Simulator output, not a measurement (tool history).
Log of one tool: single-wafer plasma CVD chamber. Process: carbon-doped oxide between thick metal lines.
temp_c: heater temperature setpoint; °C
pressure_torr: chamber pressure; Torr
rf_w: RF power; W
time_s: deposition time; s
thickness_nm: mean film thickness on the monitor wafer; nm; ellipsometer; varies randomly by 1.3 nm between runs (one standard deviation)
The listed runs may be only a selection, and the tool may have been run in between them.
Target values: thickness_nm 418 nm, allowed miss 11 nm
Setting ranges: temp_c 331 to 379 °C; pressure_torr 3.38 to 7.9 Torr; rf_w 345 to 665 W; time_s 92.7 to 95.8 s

run	hour	temp_c	pressure_torr	rf_w	time_s	thickness_nm
1	0	355	5.64	505	92.7	491.12
2	8.5	357	5.37	470	92.7	460.09
3	15.5	365	5.37	470	92.7	453.95
4	21.9	365	5.37	470	95.8	468.61
5	23.4	365	5.37	470	95.8	468.64
6	31.1	366	5.16	450	95.5	445.12
7	36.7	366	4.92	445	95.4	438.03
8	38.1	366	4.74	440	95.4	433.56

Exactly one of the 5 candidate moves below puts every result within its allowed miss. Which one?
A	39.5	363	5.13	390	94.2	?
B	39.5	379	3.65	430	92.7	?
C	39.5	367	6.12	395	92.7	?
D	39.5	365	4.41	445	92.7	?
E	39.5	365	4.2	420	92.7	?

move	thickness_nm
A	391.68
B	389.39
C	394.83
D	422.98
E	399.24
A: pushes the last run's worst result past its target
B: pushes the last run's worst result past its target
C: pushes the last run's worst result past its target
D: meets every target
E: pushes the last run's worst result past its target
So the answer is move D, the one that meets all the targets.

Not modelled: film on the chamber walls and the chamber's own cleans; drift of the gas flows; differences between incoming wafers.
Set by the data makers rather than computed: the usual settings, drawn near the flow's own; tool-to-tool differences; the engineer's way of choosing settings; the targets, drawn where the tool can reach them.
